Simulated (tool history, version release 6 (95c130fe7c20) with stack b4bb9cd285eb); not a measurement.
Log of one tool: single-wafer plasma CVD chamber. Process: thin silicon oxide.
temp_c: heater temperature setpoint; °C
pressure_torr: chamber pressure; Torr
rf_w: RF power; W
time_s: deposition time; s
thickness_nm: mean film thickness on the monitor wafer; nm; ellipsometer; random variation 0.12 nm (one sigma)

Run 1, hour 0.0: temp_c 395 °C, pressure_torr 0.837 Torr, rf_w 225 W, time_s 8.98 s. Result: thickness_nm 15.859 nm.
Run 2, hour 6.9: temp_c 395 °C, pressure_torr 0.896 Torr, rf_w 225 W, time_s 8.98 s. Result: thickness_nm 16.816 nm.
Run 3, hour 15.5: temp_c 395 °C, pressure_torr 0.896 Torr, rf_w 255 W, time_s 8.98 s. Result: thickness_nm 17.786 nm.
Run 4, hour 16.1: temp_c 395 °C, pressure_torr 0.896 Torr, rf_w 255 W, time_s 9.26 s. Result: thickness_nm 18.151 nm.
Run 5, hour 20.2: temp_c 395 °C, pressure_torr 0.924 Torr, rf_w 255 W, time_s 9.26 s. Result: thickness_nm 18.934 nm.
Run 6, hour 24.3: temp_c 395 °C, pressure_torr 0.941 Torr, rf_w 255 W, time_s 9.26 s. Result: thickness_nm 19.372 nm.
Run 7, hour 32.6: temp_c 395 °C, pressure_torr 0.952 Torr, rf_w 255 W, time_s 9.26 s. Result: thickness_nm 19.341 nm.
Run 8, hour 39.0: temp_c 395 °C, pressure_torr 0.966 Torr, rf_w 255 W, time_s 9.26 s. Result: thickness_nm 19.652 nm.
Run 9, hour 46.5: temp_c 395 °C, pressure_torr 0.975 Torr, rf_w 255 W, time_s 9.26 s. Result: thickness_nm 19.644 nm.
Run 10, hour 47.8: temp_c 395 °C, pressure_torr 0.986 Torr, rf_w 255 W, time_s 9.26 s. Result: thickness_nm 19.782 nm.

The next listed run, before its measurement:
Run 11, hour 54.0: temp_c 395 °C, pressure_torr 0.995 Torr, rf_w 255 W, time_s 9.26 s. Result: thickness_nm ?.

thickness_nm: 19.815 nm
